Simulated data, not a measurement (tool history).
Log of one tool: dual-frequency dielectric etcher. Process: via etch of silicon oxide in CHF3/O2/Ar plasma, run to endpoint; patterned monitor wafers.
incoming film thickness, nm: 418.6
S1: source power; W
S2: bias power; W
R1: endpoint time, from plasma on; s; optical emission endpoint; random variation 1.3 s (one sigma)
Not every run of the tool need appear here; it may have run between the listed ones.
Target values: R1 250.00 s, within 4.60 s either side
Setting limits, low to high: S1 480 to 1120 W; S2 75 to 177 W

run	hour	S1	S2	R1
1	0.0	800	126	218.76
2	4.4	770	125	222.97
3	7.5	870	125	210.30
4	16.2	820	125	215.69
5	16.9	790	124	220.41
6	19.7	840	124	212.18
7	28.0	810	123	215.31
8	29.0	770	122	221.84
# hour 29.8: wet clean of the chamber
9	29.8	740	121	234.97
10	36.3	730	121	235.04
11	42.4	600	117	257.67

Pick the move, out of 4, that brings all results within their allowed miss; only one does.
A	48.5	630	142	?
B	48.5	580	117	?
C	48.5	700	89	?
D	48.5	680	105	?

move	R1
A	238.14
B	260.18
C	262.24
D	253.26
A: pushes the last run's worst result past its target
B: lands further from the targets than the last run did
C: lands further from the targets than the last run did
D: all results land within tolerance of their targets
Correct choice: D, which meets every target
